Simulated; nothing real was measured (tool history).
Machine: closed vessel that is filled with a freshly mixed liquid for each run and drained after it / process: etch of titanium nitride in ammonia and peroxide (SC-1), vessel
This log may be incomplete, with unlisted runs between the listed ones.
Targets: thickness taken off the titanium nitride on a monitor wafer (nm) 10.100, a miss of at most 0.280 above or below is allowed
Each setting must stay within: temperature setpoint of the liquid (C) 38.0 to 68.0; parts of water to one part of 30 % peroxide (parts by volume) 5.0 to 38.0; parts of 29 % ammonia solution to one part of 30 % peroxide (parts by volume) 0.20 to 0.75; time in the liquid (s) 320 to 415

run,day,temperature setpoint of the liquid (C),parts of water to one part of 30 % peroxide (parts by volume),parts of 29 % ammonia solution to one part of 30 % peroxide (parts by volume),time in the liquid (s),thickness taken off the titanium nitride on a monitor wafer (nm)
1,0.000,52.0,21.0,0.45,415,16.453
2,0.171,52.0,21.0,0.55,415,17.213
3,0.354,49.5,21.0,0.55,415,14.219
4,0.567,49.5,21.0,0.45,415,14.018
5,0.783,48.0,21.0,0.45,415,12.420
6,0.842,48.0,21.0,0.45,415,12.428
7,1.171,47.0,21.0,0.45,415,11.433
8,1.233,46.5,21.0,0.45,415,11.098

Exercise: of the 4 proposed moves below, exactly one satisfies all targets within the stated allowed misses. Which move is it?
A,1.296,46.0,20.5,0.55,370,?
B,1.296,46.5,16.0,0.35,415,?
C,1.296,49.0,17.5,0.40,355,?
D,1.296,48.5,20.0,0.65,370,?

move,thickness taken off the titanium nitride on a monitor wafer (nm)
A,10.190
B,12.494
C,12.442
D,12.717
A: every result within its allowed miss
B: the biggest miss grows against the last run
C: the biggest miss grows against the last run
D: the biggest miss grows against the last run
A meets every target.
